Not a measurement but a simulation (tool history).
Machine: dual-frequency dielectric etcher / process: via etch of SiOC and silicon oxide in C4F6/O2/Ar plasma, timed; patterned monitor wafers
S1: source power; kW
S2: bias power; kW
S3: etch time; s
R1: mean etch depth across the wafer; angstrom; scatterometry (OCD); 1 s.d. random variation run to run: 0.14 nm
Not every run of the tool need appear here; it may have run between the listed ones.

| run | hour | S1 | S2 | S3 | R1 |
|---|---|---|---|---|---|
| 1 | 0.0 | 0.470 | 0.155 | 36.5 | 389.26 |
| 2 | 8.2 | 0.450 | 0.152 | 36.5 | 378.53 |
| 3 | 15.3 | 0.450 | 0.126 | 36.5 | 356.79 |
| 4 | 20.4 | 0.500 | 0.126 | 36.5 | 367.40 |
| 5 | 23.9 | 0.490 | 0.124 | 36.5 | 363.94 |
| 6 | 27.6 | 0.450 | 0.124 | 36.5 | 352.72 |

What does the tool deliver on the next run?
| 7 | 35.8 | 0.440 | 0.123 | 36.5 | ? |

{"run 7": {"R1": 351.47}}

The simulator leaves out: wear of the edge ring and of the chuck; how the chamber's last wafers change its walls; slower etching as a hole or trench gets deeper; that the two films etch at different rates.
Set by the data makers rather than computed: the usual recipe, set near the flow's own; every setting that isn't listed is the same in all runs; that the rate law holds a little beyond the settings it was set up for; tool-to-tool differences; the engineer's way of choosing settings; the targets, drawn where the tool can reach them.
